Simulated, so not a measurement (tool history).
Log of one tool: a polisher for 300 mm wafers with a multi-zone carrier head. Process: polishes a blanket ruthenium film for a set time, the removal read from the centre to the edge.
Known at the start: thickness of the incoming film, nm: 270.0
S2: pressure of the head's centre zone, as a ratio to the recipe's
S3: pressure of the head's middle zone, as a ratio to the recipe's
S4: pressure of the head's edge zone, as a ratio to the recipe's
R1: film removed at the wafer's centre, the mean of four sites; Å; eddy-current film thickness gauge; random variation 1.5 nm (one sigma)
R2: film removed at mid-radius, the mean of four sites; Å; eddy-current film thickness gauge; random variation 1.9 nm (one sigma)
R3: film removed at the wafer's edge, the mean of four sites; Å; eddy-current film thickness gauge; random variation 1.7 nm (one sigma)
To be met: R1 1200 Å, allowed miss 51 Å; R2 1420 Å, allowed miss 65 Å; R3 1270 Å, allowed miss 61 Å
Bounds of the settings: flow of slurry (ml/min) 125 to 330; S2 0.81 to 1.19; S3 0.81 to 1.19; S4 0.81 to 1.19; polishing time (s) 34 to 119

{"run": 1, "hour": 0.0, "flow of slurry (ml/min)": 210, "S2": 1, "S3": 1, "S4": 1, "polishing time (s)": 76, "R1": 974.16, "R2": 937.88, "R3": 963.54}
{"run": 2, "hour": 1.5, "flow of slurry (ml/min)": 175, "S2": 1, "S3": 1, "S4": 1, "polishing time (s)": 76, "R1": 930.28, "R2": 945.99, "R3": 977.38}
{"run": 3, "hour": 9.5, "flow of slurry (ml/min)": 170, "S2": 1, "S3": 1.03, "S4": 1, "polishing time (s)": 80, "R1": 957.51, "R2": 982.21, "R3": 1012.7}
{"run": 4, "hour": 10.1, "flow of slurry (ml/min)": 180, "S2": 0.99, "S3": 1.06, "S4": 0.98, "polishing time (s)": 85, "R1": 1039.3, "R2": 1080.8, "R3": 1078.1}
{"run": 5, "hour": 13.2, "flow of slurry (ml/min)": 150, "S2": 0.99, "S3": 1.06, "S4": 0.98, "polishing time (s)": 85, "R1": 977.75, "R2": 1066.5, "R3": 1036.8}
{"run": 6, "hour": 21.6, "flow of slurry (ml/min)": 160, "S2": 0.98, "S3": 1.09, "S4": 0.98, "polishing time (s)": 88, "R1": 1062.3, "R2": 1105.8, "R3": 1117.4}
{"run": 7, "hour": 29.7, "flow of slurry (ml/min)": 150, "S2": 0.96, "S3": 1.1, "S4": 0.94, "polishing time (s)": 92, "R1": 1056.5, "R2": 1164, "R3": 1127.6}
{"run": 8, "hour": 34.1, "flow of slurry (ml/min)": 145, "S2": 0.95, "S3": 1.12, "S4": 0.92, "polishing time (s)": 95, "R1": 1088.2, "R2": 1260.6, "R3": 1127.6}
{"run": 9, "hour": 37.3, "flow of slurry (ml/min)": 150, "S2": 0.94, "S3": 1.13, "S4": 0.92, "polishing time (s)": 96, "R1": 1063, "R2": 1255.9, "R3": 1142.3}
{"run": 10, "hour": 41.8, "flow of slurry (ml/min)": 155, "S2": 0.94, "S3": 1.14, "S4": 0.92, "polishing time (s)": 97, "R1": 1080.7, "R2": 1273.6, "R3": 1178.2}
{"run": 11, "hour": 44.2, "flow of slurry (ml/min)": 155, "S2": 0.94, "S3": 1.15, "S4": 0.91, "polishing time (s)": 98, "R1": 1120.6, "R2": 1293.7, "R3": 1161.6}
{"run": 12, "hour": 52.5, "flow of slurry (ml/min)": 155, "S2": 0.94, "S3": 1.15, "S4": 0.91, "polishing time (s)": 100, "R1": 1145.5, "R2": 1315.1, "R3": 1219.2}
{"run": 13, "hour": 59.2, "flow of slurry (ml/min)": 150, "S2": 0.94, "S3": 1.16, "S4": 0.9, "polishing time (s)": 101, "R1": 1118.7, "R2": 1357.9, "R3": 1204.8}

Which of these 5 next moves meets every target?
{"run": "A", "hour": 65.9, "flow of slurry (ml/min)": 125, "S2": 0.84, "S3": 1.19, "S4": 1, "polishing time (s)": 99, "R1": "?", "R2": "?", "R3": "?"}
{"run": "B", "hour": 65.9, "flow of slurry (ml/min)": 185, "S2": 0.93, "S3": 1.08, "S4": 0.99, "polishing time (s)": 96, "R1": "?", "R2": "?", "R3": "?"}
{"run": "C", "hour": 65.9, "flow of slurry (ml/min)": 160, "S2": 0.95, "S3": 1.17, "S4": 0.92, "polishing time (s)": 105, "R1": "?", "R2": "?", "R3": "?"}
{"run": "D", "hour": 65.9, "flow of slurry (ml/min)": 160, "S2": 1.05, "S3": 1.12, "S4": 0.82, "polishing time (s)": 98, "R1": "?", "R2": "?", "R3": "?"}
{"run": "E", "hour": 65.9, "flow of slurry (ml/min)": 225, "S2": 0.88, "S3": 1.13, "S4": 1.11, "polishing time (s)": 91, "R1": "?", "R2": "?", "R3": "?"}

move=A R1=964.87 R2=1296.8 R3=1204
move=B R1=1106.7 R2=1226.3 R3=1214.1
move=C R1=1210 R2=1408.2 R3=1262.5
move=D R1=1248.7 R2=1265.3 R3=1119.5
move=E R1=1019.5 R2=1238 R3=1239
A: further off than the last run
B: further off than the last run
C: meets every target
D: brings the result that was furthest off to its target, and leaves another outside
E: further off than the last run
Answer: C

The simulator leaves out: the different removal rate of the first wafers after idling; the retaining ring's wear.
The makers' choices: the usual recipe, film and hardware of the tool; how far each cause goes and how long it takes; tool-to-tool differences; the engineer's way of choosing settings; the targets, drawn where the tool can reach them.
